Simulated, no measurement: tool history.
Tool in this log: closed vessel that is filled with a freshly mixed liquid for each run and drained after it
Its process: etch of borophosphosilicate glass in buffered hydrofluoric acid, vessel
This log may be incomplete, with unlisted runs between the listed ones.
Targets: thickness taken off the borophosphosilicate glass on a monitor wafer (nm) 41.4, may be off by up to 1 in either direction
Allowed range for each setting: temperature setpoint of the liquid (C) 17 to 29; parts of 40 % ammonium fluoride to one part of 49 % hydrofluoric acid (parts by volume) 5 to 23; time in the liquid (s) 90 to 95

| run | hour | temperature setpoint of the liquid (C) | parts of 40 % ammonium fluoride to one part of 49 % hydrofluoric acid (parts by volume) | time in the liquid (s) | thickness taken off the borophosphosilicate glass on a monitor wafer (nm) |
|---|---|---|---|---|---|
| 1 | 0 | 21 | 14 | 90 | 74.849 |
| 2 | 3 | 24.5 | 14 | 90 | 90.487 |
| 3 | 9.6 | 22 | 16 | 90 | 69.369 |
| 4 | 17 | 20.5 | 17 | 90 | 60.301 |
| 5 | 21.3 | 20.5 | 17 | 95 | 63.356 |
| 6 | 29.5 | 19.5 | 18 | 95 | 57.035 |
| 7 | 30.2 | 18.5 | 19 | 95 | 50.848 |
| 8 | 38 | 18 | 19.5 | 95 | 48.317 |
| 9 | 39.8 | 17.5 | 20 | 95 | 45.69 |
| 10 | 48.1 | 17.5 | 20.5 | 95 | 45.051 |

Which one of the following 4 next-run settings gets every result inside its allowed miss? There is exactly one.
| A | 56.4 | 20.5 | 23 | 95 | ? |
| B | 56.4 | 17 | 20.5 | 90 | ? |
| C | 56.4 | 19 | 19 | 95 | ? |
| D | 56.4 | 19.5 | 22.5 | 95 | ? |

| move | thickness taken off the borophosphosilicate glass on a monitor wafer (nm) |
|---|---|
| A | 49.385 |
| B | 41.654 |
| C | 52.665 |
| D | 47.432 |
A: further off than the last run
B: in spec on every target
C: further off than the last run
D: further off than the last run
The right move is B.
